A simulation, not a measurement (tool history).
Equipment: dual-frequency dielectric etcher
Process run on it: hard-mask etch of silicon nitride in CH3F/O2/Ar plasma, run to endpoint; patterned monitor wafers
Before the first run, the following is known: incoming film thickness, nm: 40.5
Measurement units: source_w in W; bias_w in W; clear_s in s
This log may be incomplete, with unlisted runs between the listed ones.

run 1 hour=0 | source_w=400 bias_w=86 | clear_s=55.2
run 2 hour=5.8 | source_w=360 bias_w=86 | clear_s=58.174
run 3 hour=13.6 | source_w=400 bias_w=89 | clear_s=54.448
run 4 hour=20.2 | source_w=430 bias_w=91 | clear_s=52.346
run 5 hour=23.5 | source_w=400 bias_w=91 | clear_s=54.695
run 6 hour=24.4 | source_w=430 bias_w=93 | clear_s=52.036
run 7 hour=25.5 | source_w=430 bias_w=93 | clear_s=51.516

Run 8 comes next. What will it give?
run 8 hour=27.4 | source_w=450 bias_w=94 | clear_s=?

clear_s: 50.003 s

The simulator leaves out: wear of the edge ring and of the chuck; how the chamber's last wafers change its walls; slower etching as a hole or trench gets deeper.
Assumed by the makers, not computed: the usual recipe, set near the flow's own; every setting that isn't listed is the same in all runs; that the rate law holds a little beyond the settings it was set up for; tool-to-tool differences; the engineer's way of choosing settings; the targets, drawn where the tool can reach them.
